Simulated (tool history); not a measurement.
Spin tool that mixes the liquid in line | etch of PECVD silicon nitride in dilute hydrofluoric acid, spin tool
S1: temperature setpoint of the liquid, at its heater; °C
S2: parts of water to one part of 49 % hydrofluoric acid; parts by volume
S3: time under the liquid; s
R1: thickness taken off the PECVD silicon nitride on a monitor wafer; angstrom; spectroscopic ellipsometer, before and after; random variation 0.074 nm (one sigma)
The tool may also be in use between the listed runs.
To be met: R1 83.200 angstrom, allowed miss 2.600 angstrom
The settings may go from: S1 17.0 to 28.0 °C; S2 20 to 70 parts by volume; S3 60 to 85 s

{"run": 1, "hour": 0.0, "S1": 20.0, "S2": 40, "S3": 85, "R1": 57.615}
{"run": 2, "hour": 1.7, "S1": 22.0, "S2": 40, "S3": 85, "R1": 65.678}
{"run": 3, "hour": 6.4, "S1": 22.0, "S2": 40, "S3": 60, "R1": 46.926}
{"run": 4, "hour": 15.4, "S1": 19.0, "S2": 40, "S3": 60, "R1": 38.12}
{"run": 5, "hour": 22.9, "S1": 19.0, "S2": 30, "S3": 60, "R1": 49.338}
{"run": 6, "hour": 24.9, "S1": 21.0, "S2": 30, "S3": 60, "R1": 57.863}
{"hour": 31.2, "done": "hydrofluoric acid flow meter replaced"}
{"run": 7, "hour": 31.2, "S1": 22.5, "S2": 30, "S3": 60, "R1": 58.668}
{"run": 8, "hour": 33.4, "S1": 24.0, "S2": 30, "S3": 60, "R1": 64.806}
{"run": 9, "hour": 35.5, "S1": 25.5, "S2": 30, "S3": 60, "R1": 70.856}

4 next moves are on the table. One of them brings every result within its allowed miss. Which?
{"run": "A", "hour": 37.6, "S1": 25.5, "S2": 30, "S3": 75, "R1": "?"}
{"run": "B", "hour": 37.6, "S1": 27.5, "S2": 35, "S3": 70, "R1": "?"}
{"run": "C", "hour": 37.6, "S1": 25.0, "S2": 35, "S3": 65, "R1": "?"}
{"run": "D", "hour": 37.6, "S1": 24.5, "S2": 30, "S3": 80, "R1": "?"}

move=A R1=90.096
move=B R1=82.742
move=C R1=65.006
move=D R1=89.816
A: takes the result that was furthest off past its target
B: meets every target
C: further off than the last run
D: takes the result that was furthest off past its target
Answer: B

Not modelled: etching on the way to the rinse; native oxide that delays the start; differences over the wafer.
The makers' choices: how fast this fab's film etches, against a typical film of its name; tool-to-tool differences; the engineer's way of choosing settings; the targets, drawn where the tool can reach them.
